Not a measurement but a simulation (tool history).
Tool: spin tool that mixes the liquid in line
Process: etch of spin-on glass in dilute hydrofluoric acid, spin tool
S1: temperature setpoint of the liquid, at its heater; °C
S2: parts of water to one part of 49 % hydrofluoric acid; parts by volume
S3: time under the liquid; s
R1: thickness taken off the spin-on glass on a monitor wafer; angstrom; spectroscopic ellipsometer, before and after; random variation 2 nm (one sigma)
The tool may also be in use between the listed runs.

{"run": 1, "day": 0.0, "S1": 22.0, "S2": 75, "S3": 75, "R1": 737.0}
{"run": 2, "day": 0.362, "S1": 23.5, "S2": 75, "S3": 75, "R1": 777.11}
{"run": 3, "day": 0.496, "S1": 23.5, "S2": 55, "S3": 75, "R1": 1089.3}
{"run": 4, "day": 0.829, "S1": 21.0, "S2": 55, "S3": 75, "R1": 984.48}
{"run": 5, "day": 1.004, "S1": 24.0, "S2": 55, "S3": 75, "R1": 1114.0}
{"run": 6, "day": 1.196, "S1": 24.0, "S2": 55, "S3": 80, "R1": 1173.3}

Run 7, settings as shown, results not yet in. Your forecast:
{"run": 7, "day": 1.238, "S1": 26.0, "S2": 45, "S3": 80, "R1": "?"}

Run 7 produced R1 1593.00 angstrom.
